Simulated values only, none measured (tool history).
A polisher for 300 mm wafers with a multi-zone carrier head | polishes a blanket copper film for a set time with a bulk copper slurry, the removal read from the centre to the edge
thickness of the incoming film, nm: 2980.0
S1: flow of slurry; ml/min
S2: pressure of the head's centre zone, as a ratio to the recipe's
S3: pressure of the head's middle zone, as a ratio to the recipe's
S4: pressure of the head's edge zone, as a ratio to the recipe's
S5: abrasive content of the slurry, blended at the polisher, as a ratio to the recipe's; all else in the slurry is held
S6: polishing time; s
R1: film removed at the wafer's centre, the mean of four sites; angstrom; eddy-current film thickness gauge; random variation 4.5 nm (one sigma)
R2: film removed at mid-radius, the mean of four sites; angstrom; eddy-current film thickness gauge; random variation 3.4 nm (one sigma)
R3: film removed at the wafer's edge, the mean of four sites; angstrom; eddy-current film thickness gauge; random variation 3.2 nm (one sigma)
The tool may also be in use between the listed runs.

run  hour   S1    S2    S3    S4    S5  S6      R1      R2      R3
  1     0  125     1     1     1     1  82  6342.1  6463.1  6436.5
  2   6.6  120  0.98  1.01  0.97   0.9  79  6000.7  6150.3  5890.6
  3  12.5  115  0.95  1.02  0.97  0.85  76  5327.3  5773.7  5684.5
  4  16.7  115  0.95  1.02  0.97  1.05  76  5551.4  6046.2    5937
  5  21.4  115  0.93  1.03  0.95  0.95  73  5161.1  5710.2  5361.3
  6  28.4  130  0.93  1.03  0.95  0.95  73    5232  5964.7  5528.1
  7  35.5  125  0.91  1.03  0.93   0.9  72  5036.3  5757.2  5323.7
  8  43.7  120  0.89  1.03  0.91  0.85  71    4661  5396.2  5077.6
  9  44.9  115  0.88  1.04  0.89   0.8  70  4508.2  5318.9  4889.4
 10  48.6  110  0.87  1.05  0.88  0.75  69  4219.4  5123.1  4686.4
 11  57.4  105  0.87  1.06  0.87   0.7  69  3987.2    5013  4467.7
 12    58  100  0.88  1.06  0.86   0.7  69  4106.9  4972.3  4491.1
 13  62.6  100  0.86  1.08  0.81   0.5  66  3443.9  4433.1  3875.9

Run 14 comes next. What will it give?
 14  64.8  105  0.86  1.08  0.81  0.5  66   ?   ?   ?

Run 14 gave R1 3585.4 angstrom, R2 4509.8 angstrom, R3 3880.6 angstrom.
